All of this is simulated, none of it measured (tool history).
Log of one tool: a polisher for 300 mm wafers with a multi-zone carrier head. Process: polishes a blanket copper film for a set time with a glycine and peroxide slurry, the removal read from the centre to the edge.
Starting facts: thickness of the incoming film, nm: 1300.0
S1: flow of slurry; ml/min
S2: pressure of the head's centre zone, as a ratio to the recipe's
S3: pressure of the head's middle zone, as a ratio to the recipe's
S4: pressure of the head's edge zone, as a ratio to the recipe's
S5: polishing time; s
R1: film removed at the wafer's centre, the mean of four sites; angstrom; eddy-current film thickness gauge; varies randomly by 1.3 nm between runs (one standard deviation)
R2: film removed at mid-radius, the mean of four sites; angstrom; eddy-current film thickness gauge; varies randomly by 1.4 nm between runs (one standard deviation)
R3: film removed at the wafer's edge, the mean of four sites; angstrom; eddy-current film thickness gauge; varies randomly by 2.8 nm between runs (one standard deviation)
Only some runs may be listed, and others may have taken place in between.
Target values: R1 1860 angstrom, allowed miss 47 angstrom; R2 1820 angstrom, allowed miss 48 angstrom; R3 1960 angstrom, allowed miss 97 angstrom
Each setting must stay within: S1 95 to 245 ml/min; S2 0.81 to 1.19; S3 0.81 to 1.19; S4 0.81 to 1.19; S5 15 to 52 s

run  hour   S1    S2    S3    S4  S5      R1      R2      R3
  1     0  155     1     1     1  33    2714  2713.7  2710.8
  2   8.6  145  0.97  0.95  0.95  31  2465.2  2443.3  2524.3
  3  17.6  140  0.96  0.93  0.93  29  2205.4  2211.9    2291
  4    26  130  0.95   0.9   0.9  28  2075.4  2042.9  2127.4
  5  30.2  130  0.95   0.9  0.98  28  2098.3  2028.7  2202.4
     35.6  -- worn pad replaced by a new one
  6  35.6  120  0.94  0.89  0.95  28  2154.3  2111.5  2338.7
  7  42.8  165  0.94  0.94  1.05  27  2240.6  2287.3  2444.7
  8  47.9  145  0.94  0.92  0.99  27  2204.5  2226.9  2370.8
  9  54.7  135  0.94   0.9  0.95  27    2150  2115.5  2260.5
 10  56.1  125  0.94  0.89  0.93  26  2033.9  2006.4    2151
 11  57.9  120  0.93  0.87   0.9  26  1978.5  1959.2  2083.2
 12  58.6  120  0.93  0.87   0.9  26  1988.8  1933.7  2095.3

5 candidate next runs follow, results not yet known. Just one meets every target within its allowed miss. Identify it.
  A  59.3  120  0.95  0.89  0.94  24   ?   ?   ?
  B  59.3  150  1.07  0.97  0.81  21   ?   ?   ?
  C  59.3  145  0.97   0.9   0.9  21   ?   ?   ?
  D  59.3  110  1.05  0.97  0.82  26   ?   ?   ?
  E  59.3  110   0.9  0.86  0.89  27   ?   ?   ?

move      R1      R2      R3
   A  1854.6  1833.3  1951.2
   B    1912  1817.3  1656.3
   C  1741.3  1695.4  1728.3
   D  2129.4  2080.8  1951.9
   E  1935.6  1956.1  2105.3
A: in spec on every target
B: its largest miss is bigger than the last run's
C: takes the biggest miss from the last run beyond its target
D: its largest miss is bigger than the last run's
E: no better and no worse than the last run
Move A is the one to make.
